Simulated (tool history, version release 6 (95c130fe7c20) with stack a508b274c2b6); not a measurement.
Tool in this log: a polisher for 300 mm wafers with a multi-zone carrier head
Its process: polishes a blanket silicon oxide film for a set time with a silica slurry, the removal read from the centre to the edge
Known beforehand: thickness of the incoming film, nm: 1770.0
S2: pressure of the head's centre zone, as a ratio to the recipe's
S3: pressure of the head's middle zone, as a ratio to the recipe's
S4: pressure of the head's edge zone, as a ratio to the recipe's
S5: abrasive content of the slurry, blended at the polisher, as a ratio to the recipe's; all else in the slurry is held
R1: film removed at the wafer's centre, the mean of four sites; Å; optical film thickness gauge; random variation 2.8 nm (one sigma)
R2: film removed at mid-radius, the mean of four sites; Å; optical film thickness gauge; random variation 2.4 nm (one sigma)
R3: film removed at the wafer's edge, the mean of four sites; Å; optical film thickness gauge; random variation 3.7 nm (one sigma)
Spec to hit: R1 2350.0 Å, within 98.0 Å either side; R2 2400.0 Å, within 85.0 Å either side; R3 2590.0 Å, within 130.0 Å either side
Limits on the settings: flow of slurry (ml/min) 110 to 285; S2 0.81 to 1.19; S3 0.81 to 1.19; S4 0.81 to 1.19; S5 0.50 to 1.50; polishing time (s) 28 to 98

{"run": 1, "hour": 0.0, "flow of slurry (ml/min)": 180, "S2": 1.0, "S3": 1.0, "S4": 1.0, "S5": 1.0, "polishing time (s)": 63, "R1": 2031.1, "R2": 1910.1, "R3": 1851.9}
{"run": 2, "hour": 5.4, "flow of slurry (ml/min)": 180, "S2": 0.99, "S3": 1.0, "S4": 1.02, "S5": 1.05, "polishing time (s)": 63, "R1": 2016.2, "R2": 1926.2, "R3": 1856.3}
{"run": 3, "hour": 12.2, "flow of slurry (ml/min)": 180, "S2": 1.03, "S3": 1.0, "S4": 1.02, "S5": 1.05, "polishing time (s)": 63, "R1": 2109.1, "R2": 1903.6, "R3": 1901.8}
{"run": 4, "hour": 15.8, "flow of slurry (ml/min)": 180, "S2": 1.03, "S3": 1.03, "S4": 1.02, "S5": 1.05, "polishing time (s)": 63, "R1": 2117.5, "R2": 1954.8, "R3": 1913.2}
{"run": 5, "hour": 21.3, "flow of slurry (ml/min)": 180, "S2": 1.03, "S3": 1.03, "S4": 1.08, "S5": 1.05, "polishing time (s)": 63, "R1": 2115.5, "R2": 1927.4, "R3": 1982.7}
{"run": 6, "hour": 28.7, "flow of slurry (ml/min)": 180, "S2": 1.03, "S3": 1.03, "S4": 1.08, "S5": 1.05, "polishing time (s)": 54, "R1": 1814.9, "R2": 1704.1, "R3": 1668.1}
{"run": 7, "hour": 36.9, "flow of slurry (ml/min)": 175, "S2": 1.02, "S3": 1.03, "S4": 1.09, "S5": 1.1, "polishing time (s)": 56, "R1": 1828.1, "R2": 1757.0, "R3": 1792.5}
{"run": 8, "hour": 41.1, "flow of slurry (ml/min)": 175, "S2": 1.02, "S3": 1.04, "S4": 1.1, "S5": 1.15, "polishing time (s)": 57, "R1": 1923.7, "R2": 1828.3, "R3": 1827.6}
{"run": 9, "hour": 46.2, "flow of slurry (ml/min)": 170, "S2": 1.01, "S3": 1.04, "S4": 1.11, "S5": 1.2, "polishing time (s)": 59, "R1": 2043.6, "R2": 1943.2, "R3": 1937.7}
{"run": 10, "hour": 50.9, "flow of slurry (ml/min)": 165, "S2": 0.99, "S3": 1.03, "S4": 1.12, "S5": 1.25, "polishing time (s)": 60, "R1": 2047.5, "R2": 1984.1, "R3": 1986.7}
{"run": 11, "hour": 56.7, "flow of slurry (ml/min)": 165, "S2": 0.98, "S3": 1.02, "S4": 1.13, "S5": 1.3, "polishing time (s)": 61, "R1": 2090.1, "R2": 2033.9, "R3": 2117.1}
{"run": 12, "hour": 58.6, "flow of slurry (ml/min)": 170, "S2": 0.97, "S3": 1.02, "S4": 1.14, "S5": 1.3, "polishing time (s)": 61, "R1": 2072.7, "R2": 2046.4, "R3": 2166.7}
{"run": 13, "hour": 64.6, "flow of slurry (ml/min)": 220, "S2": 0.95, "S3": 1.04, "S4": 1.19, "S5": 1.5, "polishing time (s)": 62, "R1": 2227.2, "R2": 2309.2, "R3": 2389.1}
{"hour": 67.3, "done": "centre zone pressure recalibrated"}
{"run": 14, "hour": 67.3, "flow of slurry (ml/min)": 220, "S2": 0.95, "S3": 1.04, "S4": 1.19, "S5": 1.5, "polishing time (s)": 63, "R1": 2138.5, "R2": 2330.8, "R3": 2361.1}
{"run": 15, "hour": 69.5, "flow of slurry (ml/min)": 220, "S2": 0.95, "S3": 1.03, "S4": 1.19, "S5": 1.5, "polishing time (s)": 64, "R1": 2220.3, "R2": 2317.7, "R3": 2368.8}
{"run": 16, "hour": 78.1, "flow of slurry (ml/min)": 215, "S2": 0.95, "S3": 1.03, "S4": 1.19, "S5": 1.5, "polishing time (s)": 65, "R1": 2231.7, "R2": 2345.0, "R3": 2402.8}
{"run": 17, "hour": 82.4, "flow of slurry (ml/min)": 215, "S2": 0.95, "S3": 1.03, "S4": 1.19, "S5": 1.5, "polishing time (s)": 65, "R1": 2254.3, "R2": 2337.0, "R3": 2405.2}

Exactly one of the 4 candidate moves below puts every result within its allowed miss. Which one?
{"run": "A", "hour": 86.7, "flow of slurry (ml/min)": 170, "S2": 0.95, "S3": 0.98, "S4": 1.17, "S5": 1.3, "polishing time (s)": 75, "R1": "?", "R2": "?", "R3": "?"}
{"run": "B", "hour": 86.7, "flow of slurry (ml/min)": 260, "S2": 1.1, "S3": 1.17, "S4": 1.13, "S5": 1.45, "polishing time (s)": 59, "R1": "?", "R2": "?", "R3": "?"}
{"run": "C", "hour": 86.7, "flow of slurry (ml/min)": 240, "S2": 0.97, "S3": 1.13, "S4": 1.1, "S5": 1.4, "polishing time (s)": 62, "R1": "?", "R2": "?", "R3": "?"}
{"run": "D", "hour": 86.7, "flow of slurry (ml/min)": 260, "S2": 0.93, "S3": 0.96, "S4": 1.18, "S5": 1.5, "polishing time (s)": 63, "R1": "?", "R2": "?", "R3": "?"}

move=A R1=2340.5 R2=2420.5 R3=2596.6
move=B R1=2349.4 R2=2393.7 R3=2160.4
move=C R1=2127.8 R2=2397.4 R3=2198.9
move=D R1=2140.5 R2=2213.7 R3=2393.4
A: in spec on every target
B: moves away from the targets compared with the last run
C: moves away from the targets compared with the last run
D: moves away from the targets compared with the last run
The right move is A.
